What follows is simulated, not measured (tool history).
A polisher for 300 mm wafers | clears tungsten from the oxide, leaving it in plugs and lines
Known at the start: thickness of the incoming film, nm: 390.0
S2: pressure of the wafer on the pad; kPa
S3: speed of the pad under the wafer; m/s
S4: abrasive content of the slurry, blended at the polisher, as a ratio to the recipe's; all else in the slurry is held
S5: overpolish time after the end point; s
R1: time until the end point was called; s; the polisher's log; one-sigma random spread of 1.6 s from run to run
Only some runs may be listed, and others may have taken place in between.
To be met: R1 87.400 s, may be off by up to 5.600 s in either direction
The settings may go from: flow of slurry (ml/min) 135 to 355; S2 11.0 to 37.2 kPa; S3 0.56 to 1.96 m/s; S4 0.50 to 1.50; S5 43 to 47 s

{"run": 1, "day": 0.0, "flow of slurry (ml/min)": 225, "S2": 24.1, "S3": 1.26, "S4": 1.0, "S5": 43, "R1": 62.569}
{"run": 2, "day": 0.342, "flow of slurry (ml/min)": 225, "S2": 23.4, "S3": 1.26, "S4": 1.0, "S5": 43, "R1": 61.83}
{"run": 3, "day": 0.438, "flow of slurry (ml/min)": 225, "S2": 22.8, "S3": 1.26, "S4": 1.0, "S5": 43, "R1": 63.025}
{"run": 4, "day": 0.471, "flow of slurry (ml/min)": 225, "S2": 22.8, "S3": 1.26, "S4": 1.0, "S5": 47, "R1": 64.59}
{"run": 5, "day": 0.767, "flow of slurry (ml/min)": 225, "S2": 22.8, "S3": 1.46, "S4": 1.0, "S5": 47, "R1": 56.559}
{"run": 6, "day": 1.0, "flow of slurry (ml/min)": 225, "S2": 22.8, "S3": 1.58, "S4": 1.0, "S5": 47, "R1": 52.123}
{"run": 7, "day": 1.346, "flow of slurry (ml/min)": 225, "S2": 21.4, "S3": 1.56, "S4": 1.0, "S5": 47, "R1": 53.477}
{"run": 8, "day": 1.7, "flow of slurry (ml/min)": 225, "S2": 20.7, "S3": 1.52, "S4": 1.0, "S5": 47, "R1": 57.674}
{"run": 9, "day": 1.925, "flow of slurry (ml/min)": 225, "S2": 20.0, "S3": 1.5, "S4": 1.0, "S5": 47, "R1": 55.755}
{"run": 10, "day": 2.154, "flow of slurry (ml/min)": 215, "S2": 13.1, "S3": 1.14, "S4": 0.95, "S5": 47, "R1": 99.13}

Exactly one of the 4 candidate moves below puts every result within its allowed miss. Which one?
{"run": "A", "day": 2.383, "flow of slurry (ml/min)": 210, "S2": 16.5, "S3": 0.96, "S4": 0.85, "S5": 46, "R1": "?"}
{"run": "B", "day": 2.383, "flow of slurry (ml/min)": 210, "S2": 11.0, "S3": 1.0, "S4": 0.9, "S5": 46, "R1": "?"}
{"run": "C", "day": 2.383, "flow of slurry (ml/min)": 180, "S2": 11.0, "S3": 1.14, "S4": 0.85, "S5": 47, "R1": "?"}
{"run": "D", "day": 2.383, "flow of slurry (ml/min)": 185, "S2": 13.8, "S3": 1.34, "S4": 0.8, "S5": 44, "R1": "?"}

move=A R1=104.510
move=B R1=122.260
move=C R1=111.340
move=D R1=86.034
A: further off than the last run
B: further off than the last run
C: further off than the last run
D: every result lands within tolerance
D is the move that brings every result within its allowed miss.
